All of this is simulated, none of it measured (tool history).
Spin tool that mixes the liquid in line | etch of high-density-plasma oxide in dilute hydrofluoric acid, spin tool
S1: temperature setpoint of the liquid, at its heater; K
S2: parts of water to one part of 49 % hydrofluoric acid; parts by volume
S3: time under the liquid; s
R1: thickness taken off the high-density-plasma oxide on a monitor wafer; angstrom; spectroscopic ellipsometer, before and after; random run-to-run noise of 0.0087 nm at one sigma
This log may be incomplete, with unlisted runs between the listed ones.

run,hour,S1,S2,S3,R1
1,0.0,294.15,70,25,24.000
2,8.2,290.65,70,25,20.741
3,16.3,292.65,70,25,22.581
4,17.2,292.65,70,25,22.615
5,18.5,292.65,70,15,13.635
6,26.2,291.15,70,15,12.731
7,34.5,291.65,70,15,13.096
8,39.5,292.15,70,15,13.320
9,44.0,292.65,70,15,13.778

Run 10, settings as shown, results not yet in. Your forecast:
10,45.0,293.15,70,15,?

{"run 10": {"R1": 13.709}}
